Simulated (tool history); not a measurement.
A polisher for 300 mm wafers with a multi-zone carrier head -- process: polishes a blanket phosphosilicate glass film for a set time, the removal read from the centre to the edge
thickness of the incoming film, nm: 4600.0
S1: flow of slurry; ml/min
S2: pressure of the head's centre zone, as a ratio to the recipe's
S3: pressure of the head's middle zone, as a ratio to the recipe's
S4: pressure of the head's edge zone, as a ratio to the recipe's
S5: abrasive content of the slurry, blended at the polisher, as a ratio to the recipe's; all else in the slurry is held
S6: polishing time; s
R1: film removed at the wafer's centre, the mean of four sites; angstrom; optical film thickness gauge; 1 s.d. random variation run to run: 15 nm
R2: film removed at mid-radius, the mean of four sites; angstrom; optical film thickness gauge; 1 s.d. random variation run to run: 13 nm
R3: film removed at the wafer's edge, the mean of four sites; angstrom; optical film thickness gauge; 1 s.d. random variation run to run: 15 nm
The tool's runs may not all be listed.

run 1 hour=0 | S1=250 S2=1 S3=1 S4=1 S5=1 S6=83 | R1=10043 R2=11130 R3=11178
run 2 hour=5.3 | S1=270 S2=1.05 S3=0.97 S4=1.03 S5=1.1 S6=86 | R1=11772 R2=12153 R3=12818
run 3 hour=10.9 | S1=290 S2=1.08 S3=0.93 S4=1.02 S5=1.2 S6=88 | R1=13105 R2=12558 R3=13709
run 4 hour=14.4 | S1=305 S2=1.11 S3=0.91 S4=1.03 S5=1.25 S6=90 | R1=14011 R2=12941 R3=14405
run 5 hour=21.3 | S1=305 S2=1.11 S3=0.87 S4=1.03 S5=1.25 S6=90 | R1=14257 R2=12515 R3=14378
run 6 hour=28.1 | S1=305 S2=1.11 S3=0.82 S4=1.03 S5=1.25 S6=90 | R1=13834 R2=12043 R3=14334

Forecast run 7:
run 7 hour=31.4 | S1=320 S2=1.13 S3=0.83 S4=1.04 S5=1.3 S6=92 | R1=? R2=? R3=?

R1: 14992 angstrom
R2: 12553 angstrom
R3: 15042 angstrom
